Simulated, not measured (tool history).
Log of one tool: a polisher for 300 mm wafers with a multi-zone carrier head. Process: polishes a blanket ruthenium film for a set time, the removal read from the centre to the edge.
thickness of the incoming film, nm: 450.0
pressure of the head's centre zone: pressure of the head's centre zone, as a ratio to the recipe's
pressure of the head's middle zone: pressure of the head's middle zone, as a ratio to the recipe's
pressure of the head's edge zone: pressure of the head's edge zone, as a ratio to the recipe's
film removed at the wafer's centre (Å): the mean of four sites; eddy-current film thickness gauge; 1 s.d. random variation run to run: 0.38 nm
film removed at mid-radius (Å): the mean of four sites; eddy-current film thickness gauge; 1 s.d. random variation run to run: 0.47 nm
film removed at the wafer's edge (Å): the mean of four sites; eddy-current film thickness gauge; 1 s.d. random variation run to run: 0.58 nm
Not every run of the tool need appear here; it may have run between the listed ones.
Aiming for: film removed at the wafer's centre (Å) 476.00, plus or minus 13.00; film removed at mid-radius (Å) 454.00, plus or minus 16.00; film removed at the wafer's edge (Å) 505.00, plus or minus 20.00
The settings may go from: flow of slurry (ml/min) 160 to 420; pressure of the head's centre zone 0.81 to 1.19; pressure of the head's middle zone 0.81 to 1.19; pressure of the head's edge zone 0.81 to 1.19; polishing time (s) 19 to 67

run,hour,flow of slurry (ml/min),pressure of the head's centre zone,pressure of the head's middle zone,pressure of the head's edge zone,polishing time (s),film removed at the wafer's centre (Å),film removed at mid-radius (Å),film removed at the wafer's edge (Å)
1,0.0,270,1.00,1.00,1.00,43,697.04,709.51,673.71
2,1.2,260,0.98,0.96,0.99,41,645.34,632.77,652.95
3,4.6,265,0.97,0.95,0.97,39,608.42,602.57,631.83
4,10.6,260,0.97,0.94,0.96,37,577.97,562.15,598.19
5,19.5,325,0.97,0.94,0.96,37,587.57,579.93,578.56
6,26.2,325,1.05,0.94,0.96,37,640.85,582.96,586.73
7,27.0,330,1.02,0.92,0.95,36,612.43,554.02,586.67
8,35.2,340,1.00,0.91,0.95,35,574.34,543.89,561.45
9,36.6,345,0.99,0.89,0.94,34,549.54,510.30,549.88
10,45.0,350,0.98,0.88,0.93,33,538.45,496.88,529.15
11,53.8,350,0.96,0.87,0.92,33,529.47,483.40,523.13
12,57.8,275,0.87,0.86,0.91,33,464.32,472.02,524.00
13,62.8,280,0.88,0.85,0.90,33,465.43,472.02,513.74
14,70.1,275,0.92,0.81,0.90,33,491.68,444.98,511.66

Consider the 4 candidate settings below. Which is the only one whose results all fall within their allowed miss of target?
A,77.4,275,0.90,0.82,0.90,33,?,?,?
B,77.4,205,0.87,0.81,0.98,35,?,?,?
C,77.4,295,0.96,0.82,0.91,33,?,?,?
D,77.4,220,0.96,0.81,0.89,33,?,?,?

move,film removed at the wafer's centre (Å),film removed at mid-radius (Å),film removed at the wafer's edge (Å)
A,477.91,460.67,502.43
B,468.27,464.53,538.00
C,514.45,464.12,508.00
D,493.63,442.70,488.96
A: all results land within tolerance of their targets
B: puts the biggest miss on target and leaves a different result outside tolerance
C: its largest miss is bigger than the last run's
D: its largest miss is bigger than the last run's
So the answer is move A, the one that meets all the targets.
